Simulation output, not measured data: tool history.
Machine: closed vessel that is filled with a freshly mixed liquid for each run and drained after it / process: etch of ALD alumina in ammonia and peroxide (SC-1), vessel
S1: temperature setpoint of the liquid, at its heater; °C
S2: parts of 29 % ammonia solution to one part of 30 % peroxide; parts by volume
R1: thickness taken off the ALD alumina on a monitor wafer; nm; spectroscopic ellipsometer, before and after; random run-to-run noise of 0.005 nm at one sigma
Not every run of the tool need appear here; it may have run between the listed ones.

run 1 hour=0.0 | S1=59.0 S2=0.45 time_in_the_liquid_(s)=35 | R1=3.0354
run 2 hour=8.8 | S1=54.5 S2=0.45 time_in_the_liquid_(s)=35 | R1=2.4050
run 3 hour=11.8 | S1=51.0 S2=0.45 time_in_the_liquid_(s)=35 | R1=1.9802
run 4 hour=12.9 | S1=49.0 S2=0.45 time_in_the_liquid_(s)=35 | R1=1.7696
run 5 hour=15.7 | S1=47.5 S2=0.45 time_in_the_liquid_(s)=35 | R1=1.6246
run 6 hour=24.5 | S1=47.5 S2=0.45 time_in_the_liquid_(s)=35 | R1=1.6317
run 7 hour=31.3 | S1=46.5 S2=0.45 time_in_the_liquid_(s)=35 | R1=1.5497
run 8 hour=35.2 | S1=46.5 S2=0.45 time_in_the_liquid_(s)=35 | R1=1.5506

For run 9, what comes out?
run 9 hour=40.7 | S1=43.0 S2=0.45 time_in_the_liquid_(s)=35 | R1=?

R1: 1.2646 nm
